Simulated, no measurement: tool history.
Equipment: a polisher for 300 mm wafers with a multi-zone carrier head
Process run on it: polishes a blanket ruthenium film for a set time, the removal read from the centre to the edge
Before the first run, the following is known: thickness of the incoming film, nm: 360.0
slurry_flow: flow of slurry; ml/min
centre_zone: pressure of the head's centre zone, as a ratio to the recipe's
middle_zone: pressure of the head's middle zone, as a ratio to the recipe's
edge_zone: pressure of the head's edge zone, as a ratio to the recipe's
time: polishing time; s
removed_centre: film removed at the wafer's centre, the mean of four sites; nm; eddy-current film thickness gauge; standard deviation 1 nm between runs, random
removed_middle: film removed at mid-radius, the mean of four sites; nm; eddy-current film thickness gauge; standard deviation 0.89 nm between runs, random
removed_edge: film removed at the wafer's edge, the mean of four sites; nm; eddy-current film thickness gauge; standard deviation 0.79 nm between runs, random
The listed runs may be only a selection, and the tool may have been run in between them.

run	hour	slurry_flow	centre_zone	middle_zone	edge_zone	time	removed_centre	removed_middle	removed_edge
1	0	195	1	1	1	75	75.083	75.421	75.539
2	4.9	195	1.07	1	1	75	81.23	76.654	75.052
3	12.8	195	1.07	1	1	67	71.799	69.589	66.611
4	16.5	195	1.07	1	0.92	67	71.591	68.512	64.659
5	18.6	240	1.07	1	0.92	67	75.373	69.534	66.89
6	19.8	260	1.07	1	0.92	67	74.667	70.426	66.402
7	28.5	260	1.09	0.99	0.95	72	82.242	74.711	73.379
8	35	265	1.11	0.99	0.96	75	87.762	79.055	76.281
9	42.5	270	1.12	0.98	0.98	78	91.808	81.414	81.4
10	51.1	275	1.14	0.98	0.98	80	96.943	83.643	81.089
11	53.2	280	1.15	0.97	1	82	98.288	84.626	84.7
12	61.3	285	1.16	0.97	1.01	84	103.96	88.463	88.099
13	63.3	290	1.17	0.97	1.02	85	102.77	89.567	88.911
14	66	290	1.17	0.96	1.02	86	107.95	90.412	90.691
15	67	290	1.17	0.96	1.02	86	106.35	89.899	90.288
16	72	290	1.17	0.96	1.02	87	107.59	90.903	93.279
17	75.3	290	1.17	0.96	1.02	88	106.82	90.927	93.143
18	77.9	295	1.17	0.96	1.01	89	109.87	93.703	95.876
19	83.2	295	1.17	0.96	1	89	109.59	91.361	93.861

Run 20 has not been measured yet. What should we expect?
20	83.7	295	1.17	0.96	1	90	?	?	?

removed_centre: 111.17 nm
removed_middle: 94.283 nm
removed_edge: 94.141 nm
